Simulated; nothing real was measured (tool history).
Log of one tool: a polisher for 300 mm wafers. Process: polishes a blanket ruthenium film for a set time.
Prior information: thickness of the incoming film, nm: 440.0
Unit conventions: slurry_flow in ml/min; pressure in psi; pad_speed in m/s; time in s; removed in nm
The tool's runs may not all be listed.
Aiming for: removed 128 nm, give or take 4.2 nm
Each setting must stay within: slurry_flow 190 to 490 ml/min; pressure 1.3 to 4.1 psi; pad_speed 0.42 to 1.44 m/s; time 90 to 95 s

run	hour	slurry_flow	pressure	pad_speed	time	removed
1	0	315	2.7	0.92	90	104.44
2	4.4	315	2.8	0.92	90	108.93
3	8.7	315	2.9	0.92	90	111.58
4	11.6	315	2.9	0.76	90	91.539
5	19.1	315	3	0.76	90	93.468
6	23.1	275	3	0.76	90	92.739
7	27.6	280	3.1	0.76	90	93.414
8	35.7	280	3.8	0.78	90	111.34

Pick the move, out of 4, that brings all results within their allowed miss; only one does.
A	43.8	340	3.9	0.82	95	?
B	43.8	310	3.2	0.7	92	?
C	43.8	290	3.7	0.92	95	?
D	43.8	345	3.6	0.84	90	?

move	removed
A	127.44
B	92.174
C	135.4
D	117.22
A: in spec on every target
B: its largest miss is bigger than the last run's
C: moves the result that the last run missed by most past its target, out the other side
D: moves toward the targets from the last run without getting all of them in spec
Go with A: it meets all targets.
